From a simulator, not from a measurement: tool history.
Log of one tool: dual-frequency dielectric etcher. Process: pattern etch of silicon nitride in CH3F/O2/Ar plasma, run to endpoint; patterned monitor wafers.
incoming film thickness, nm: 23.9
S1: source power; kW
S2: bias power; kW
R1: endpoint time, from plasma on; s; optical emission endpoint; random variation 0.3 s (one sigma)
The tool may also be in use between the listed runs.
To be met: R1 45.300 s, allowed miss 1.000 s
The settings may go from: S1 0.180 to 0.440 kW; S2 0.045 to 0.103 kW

{"run": 1, "hour": 0.0, "S1": 0.31, "S2": 0.074, "R1": 37.383}
{"run": 2, "hour": 4.4, "S1": 0.3, "S2": 0.073, "R1": 38.13}
{"run": 3, "hour": 5.7, "S1": 0.29, "S2": 0.072, "R1": 38.466}
{"run": 4, "hour": 12.9, "S1": 0.29, "S2": 0.082, "R1": 37.306}
{"run": 5, "hour": 18.0, "S1": 0.28, "S2": 0.08, "R1": 38.055}
{"run": 6, "hour": 21.6, "S1": 0.27, "S2": 0.079, "R1": 38.938}
{"run": 7, "hour": 24.3, "S1": 0.26, "S2": 0.078, "R1": 40.424}
{"run": 8, "hour": 25.1, "S1": 0.25, "S2": 0.078, "R1": 41.177}

Which of these 5 next moves meets every target?
{"run": "A", "hour": 25.9, "S1": 0.29, "S2": 0.075, "R1": "?"}
{"run": "B", "hour": 25.9, "S1": 0.22, "S2": 0.076, "R1": "?"}
{"run": "C", "hour": 25.9, "S1": 0.32, "S2": 0.088, "R1": "?"}
{"run": "D", "hour": 25.9, "S1": 0.21, "S2": 0.07, "R1": "?"}
{"run": "E", "hour": 25.9, "S1": 0.25, "S2": 0.088, "R1": "?"}

move=A R1=38.155
move=B R1=43.317
move=C R1=34.856
move=D R1=45.372
move=E R1=39.025
A: further off than the last run
B: nearer than the last run, and not there yet
C: further off than the last run
D: meets every target
E: further off than the last run
The right move is D.
